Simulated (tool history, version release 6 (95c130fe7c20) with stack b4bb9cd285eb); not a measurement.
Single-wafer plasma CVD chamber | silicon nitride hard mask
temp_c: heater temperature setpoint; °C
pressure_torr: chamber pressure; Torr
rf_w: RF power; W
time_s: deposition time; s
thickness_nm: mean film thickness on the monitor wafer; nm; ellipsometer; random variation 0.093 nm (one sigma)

run	hour	temp_c	pressure_torr	rf_w	time_s	thickness_nm
1	0	400	1.44	255	22.8	21.601
2	8.7	400	1.38	250	22.8	20.652
3	17.1	400	1.38	250	22.8	21.095
4	22.6	400	1.33	245	22.8	20.193
5	25.9	400	1.52	245	22.8	21.373
6	29.9	400	1.45	245	22.8	21.18
7	32.4	400	1.39	245	22.8	20.684
8	35.7	400	1.33	245	22.8	20.219
9	42.8	400	1.28	245	22.8	19.863
10	50.8	400	1.24	245	22.8	19.642
11	54	400	1.2	245	22.8	19.193
12	54.6	400	1.17	245	22.8	18.925
13	55.9	400	1.15	245	22.8	18.835
14	58.4	400	1.13	245	22.8	18.448
15	62.1	400	1.12	245	22.8	18.422
16	65.5	400	1.11	245	22.8	18.352
17	70.3	400	1.1	245	22.8	18.028

Run 18 comes next. What will it give?
18	74.9	400	1.1	245	22.8	?

thickness_nm: 18.375 nm
